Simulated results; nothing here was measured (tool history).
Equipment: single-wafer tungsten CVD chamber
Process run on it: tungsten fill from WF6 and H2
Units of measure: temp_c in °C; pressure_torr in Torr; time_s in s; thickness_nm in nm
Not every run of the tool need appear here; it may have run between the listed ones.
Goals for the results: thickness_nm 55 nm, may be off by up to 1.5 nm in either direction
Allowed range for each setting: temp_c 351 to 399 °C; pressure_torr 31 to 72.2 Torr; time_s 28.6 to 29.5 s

run 1 hour=0 | temp_c=375 pressure_torr=51.6 time_s=28.6 | thickness_nm=72.623
run 2 hour=3.1 | temp_c=375 pressure_torr=51.6 time_s=28.6 | thickness_nm=72.947
run 3 hour=11 | temp_c=372 pressure_torr=51.4 time_s=28.6 | thickness_nm=67.509
run 4 hour=17 | temp_c=370 pressure_torr=51.3 time_s=28.6 | thickness_nm=64.45
run 5 hour=25.2 | temp_c=359 pressure_torr=51.3 time_s=28.6 | thickness_nm=49.181
run 6 hour=29.9 | temp_c=359 pressure_torr=51.3 time_s=28.6 | thickness_nm=49.312
run 7 hour=36.2 | temp_c=360 pressure_torr=51.4 time_s=28.6 | thickness_nm=50.714
run 8 hour=42.9 | temp_c=361 pressure_torr=51.4 time_s=28.6 | thickness_nm=51.64

Pick the move, out of 5, that brings all results within their allowed miss; only one does.
run A hour=49.6 | temp_c=358 pressure_torr=54.6 time_s=29.5 | thickness_nm=?
run B hour=49.6 | temp_c=363 pressure_torr=35.2 time_s=28.6 | thickness_nm=?
run C hour=49.6 | temp_c=366 pressure_torr=39.8 time_s=29.1 | thickness_nm=?
run D hour=49.6 | temp_c=361 pressure_torr=52.2 time_s=28.6 | thickness_nm=?
run E hour=49.6 | temp_c=358 pressure_torr=58.1 time_s=29.4 | thickness_nm=?

move=A thickness_nm=50.06
move=B thickness_nm=47.975
move=C thickness_nm=54.577
move=D thickness_nm=51.596
move=E thickness_nm=50.916
A: further off than the last run
B: further off than the last run
C: every result within its allowed miss
D: no nearer and no further than the last run
E: further off than the last run
Correct choice: C, which meets every target

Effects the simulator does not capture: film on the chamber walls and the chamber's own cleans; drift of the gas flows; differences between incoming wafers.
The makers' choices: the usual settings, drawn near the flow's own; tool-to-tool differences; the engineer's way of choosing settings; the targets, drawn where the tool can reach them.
